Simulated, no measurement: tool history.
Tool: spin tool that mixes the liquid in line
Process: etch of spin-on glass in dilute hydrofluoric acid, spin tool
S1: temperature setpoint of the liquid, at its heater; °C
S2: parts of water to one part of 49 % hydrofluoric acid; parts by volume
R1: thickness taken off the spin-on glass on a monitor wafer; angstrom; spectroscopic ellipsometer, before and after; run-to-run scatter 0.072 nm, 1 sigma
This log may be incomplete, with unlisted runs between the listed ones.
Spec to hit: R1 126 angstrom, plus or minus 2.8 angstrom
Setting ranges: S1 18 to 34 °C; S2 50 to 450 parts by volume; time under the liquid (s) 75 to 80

Run 1, hour 0: S1 26 °C, S2 250 parts by volume, time under the liquid (s) 75. Result: R1 208.66 angstrom.
Run 2, hour 1.1: S1 25.5 °C, S2 255 parts by volume, time under the liquid (s) 75. Result: R1 198.77 angstrom.
Run 3, hour 6.7: S1 25 °C, S2 260 parts by volume, time under the liquid (s) 75. Result: R1 191.3 angstrom.
Run 4, hour 14.1: S1 24.5 °C, S2 265 parts by volume, time under the liquid (s) 75. Result: R1 183.82 angstrom.
Run 5, hour 22.9: S1 24 °C, S2 270 parts by volume, time under the liquid (s) 75. Result: R1 176.58 angstrom.
Run 6, hour 25.8: S1 25.5 °C, S2 270 parts by volume, time under the liquid (s) 75. Result: R1 185.51 angstrom.
Run 7, hour 33.5: S1 25.5 °C, S2 270 parts by volume, time under the liquid (s) 75. Result: R1 185.9 angstrom.
Run 8, hour 34.5: S1 25 °C, S2 275 parts by volume, time under the liquid (s) 75. Result: R1 178.01 angstrom.
Run 9, hour 41.8: S1 24.5 °C, S2 280 parts by volume, time under the liquid (s) 75. Result: R1 169.44 angstrom.
Run 10, hour 48.9: S1 24 °C, S2 280 parts by volume, time under the liquid (s) 75. Result: R1 167.77 angstrom.
Run 11, hour 52.5: S1 23.5 °C, S2 280 parts by volume, time under the liquid (s) 75. Result: R1 164.91 angstrom.
Run 12, hour 57.1: S1 23 °C, S2 280 parts by volume, time under the liquid (s) 75. Result: R1 162.44 angstrom.
Run 13, hour 60.5: S1 23 °C, S2 280 parts by volume, time under the liquid (s) 75. Result: R1 162.18 angstrom.
Run 14, hour 64.4: S1 22.5 °C, S2 280 parts by volume, time under the liquid (s) 75. Result: R1 159.96 angstrom.
Run 15, hour 68.5: S1 22 °C, S2 280 parts by volume, time under the liquid (s) 75. Result: R1 158.08 angstrom.
Run 16, hour 71.1: S1 18 °C, S2 305 parts by volume, time under the liquid (s) 75. Result: R1 121.79 angstrom.

Exactly one of the 4 candidate moves below puts every result within its allowed miss. Which one?
Run A, hour 73.7: S1 18 °C, S2 320 parts by volume, time under the liquid (s) 75. Result: R1 ?.
Run B, hour 73.7: S1 19 °C, S2 330 parts by volume, time under the liquid (s) 75. Result: R1 ?.
Run C, hour 73.7: S1 18 °C, S2 330 parts by volume, time under the liquid (s) 80. Result: R1 ?.
Run D, hour 73.7: S1 18 °C, S2 310 parts by volume, time under the liquid (s) 80. Result: R1 ?.

move      R1
   A  114.32
   B  114.03
   C  117.26
   D  126.94
A: misses by more than the last run did
B: misses by more than the last run did
C: misses by more than the last run did
D: every result within its allowed miss
The move that meets every target is D.
